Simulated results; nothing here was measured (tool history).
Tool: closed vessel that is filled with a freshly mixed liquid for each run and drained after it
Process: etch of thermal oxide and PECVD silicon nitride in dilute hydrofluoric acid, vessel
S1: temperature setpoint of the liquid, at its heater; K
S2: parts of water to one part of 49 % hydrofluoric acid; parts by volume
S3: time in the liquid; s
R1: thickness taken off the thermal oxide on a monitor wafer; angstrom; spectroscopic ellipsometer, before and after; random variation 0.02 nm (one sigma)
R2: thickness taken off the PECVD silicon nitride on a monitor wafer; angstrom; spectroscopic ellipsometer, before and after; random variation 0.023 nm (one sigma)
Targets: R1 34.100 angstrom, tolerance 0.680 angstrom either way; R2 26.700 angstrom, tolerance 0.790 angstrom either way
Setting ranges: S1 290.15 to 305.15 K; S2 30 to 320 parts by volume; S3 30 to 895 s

run 1 hour=0.0 | S1=297.15 S2=175 S3=455 | R1=100.770 R2=80.200
run 2 hour=0.7 | S1=297.15 S2=175 S3=355 | R1=78.449 R2=62.394
run 3 hour=5.8 | S1=293.65 S2=175 S3=355 | R1=68.442 R2=49.192
run 4 hour=13.4 | S1=293.65 S2=175 S3=195 | R1=37.999 R2=27.253
run 5 hour=14.6 | S1=293.65 S2=235 S3=195 | R1=26.646 R2=20.432
run 6 hour=22.4 | S1=293.65 S2=235 S3=390 | R1=52.726 R2=41.200
run 7 hour=25.5 | S1=290.65 S2=300 S3=395 | R1=35.577 R2=27.117
run 8 hour=32.0 | S1=290.65 S2=300 S3=395 | R1=35.248 R2=27.017
run 9 hour=33.4 | S1=290.65 S2=305 S3=395 | R1=34.755 R2=26.424

Which one of the following 5 next-run settings gets every result inside its allowed miss? There is exactly one.
run A hour=34.8 | S1=290.15 S2=270 S3=360 | R1=? R2=?
run B hour=34.8 | S1=291.65 S2=305 S3=375 | R1=? R2=?
run C hour=34.8 | S1=291.15 S2=300 S3=390 | R1=? R2=?
run D hour=34.8 | S1=290.15 S2=260 S3=330 | R1=? R2=?
run E hour=34.8 | S1=290.65 S2=300 S3=390 | R1=? R2=?

move=A R1=36.244 R2=26.383
move=B R1=34.323 R2=26.978
move=C R1=35.774 R2=27.598
move=D R1=34.799 R2=25.069
move=E R1=35.109 R2=26.716
A: the biggest miss grows against the last run
B: all results in spec
C: the biggest miss grows against the last run
D: the biggest miss grows against the last run
E: the biggest miss grows against the last run
So the answer is move B, the one that meets all the targets.

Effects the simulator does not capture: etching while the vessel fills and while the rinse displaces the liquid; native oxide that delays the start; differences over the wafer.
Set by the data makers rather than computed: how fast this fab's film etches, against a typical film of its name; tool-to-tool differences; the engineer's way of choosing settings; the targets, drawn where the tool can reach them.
